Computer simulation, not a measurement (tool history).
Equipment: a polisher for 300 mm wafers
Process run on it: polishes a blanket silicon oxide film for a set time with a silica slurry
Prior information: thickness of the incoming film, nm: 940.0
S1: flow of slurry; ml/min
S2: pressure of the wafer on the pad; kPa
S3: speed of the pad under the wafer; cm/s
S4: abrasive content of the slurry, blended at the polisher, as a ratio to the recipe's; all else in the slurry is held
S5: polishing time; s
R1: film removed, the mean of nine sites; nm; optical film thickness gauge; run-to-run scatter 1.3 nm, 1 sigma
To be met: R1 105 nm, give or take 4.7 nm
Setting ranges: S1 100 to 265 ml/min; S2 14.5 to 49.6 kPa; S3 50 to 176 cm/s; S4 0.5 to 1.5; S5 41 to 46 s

run 1 hour=0 | S1=170 S2=31.7 S3=112 S4=1 S5=46 | R1=158.41
run 2 hour=2.4 | S1=170 S2=29.6 S3=112 S4=1 S5=46 | R1=154.64
run 3 hour=5.8 | S1=170 S2=29.6 S3=112 S4=1 S5=41 | R1=137.37
run 4 hour=13 | S1=170 S2=28.3 S3=112 S4=1 S5=41 | R1=133.33
run 5 hour=15.7 | S1=170 S2=28.3 S3=112 S4=1 S5=41 | R1=136.12
run 6 hour=18.7 | S1=170 S2=26.9 S3=112 S4=1 S5=41 | R1=128.83
run 7 hour=20.6 | S1=170 S2=25.5 S3=112 S4=1 S5=41 | R1=128.22
run 8 hour=28.2 | S1=170 S2=24.1 S3=112 S4=1 S5=41 | R1=122.21
run 9 hour=35.4 | S1=170 S2=23.4 S3=112 S4=1 S5=41 | R1=119.04
run 10 hour=39.8 | S1=170 S2=22.8 S3=112 S4=1 S5=41 | R1=118.69
run 11 hour=40.6 | S1=170 S2=22.1 S3=112 S4=1 S5=41 | R1=120.33
run 12 hour=41.7 | S1=170 S2=21.4 S3=112 S4=1 S5=41 | R1=116.76
run 13 hour=42.8 | S1=170 S2=21.4 S3=112 S4=1 S5=41 | R1=113.66
run 14 hour=44.4 | S1=170 S2=20.7 S3=112 S4=1 S5=41 | R1=112.1

Consider the 4 candidate settings below. Which is the only one whose results all fall within their allowed miss of target?
run A hour=46 | S1=210 S2=23.4 S3=114 S4=1.15 S5=41 | R1=?
run B hour=46 | S1=135 S2=18.6 S3=106 S4=1.25 S5=41 | R1=?
run C hour=46 | S1=160 S2=25.5 S3=90 S4=1 S5=46 | R1=?
run D hour=46 | S1=140 S2=20.7 S3=116 S4=0.85 S5=46 | R1=?

move=A R1=131.51
move=B R1=107.24
move=C R1=118.43
move=D R1=121.44
A: the biggest miss grows against the last run
B: meets every target
C: the biggest miss grows against the last run
D: the biggest miss grows against the last run
Answer: B
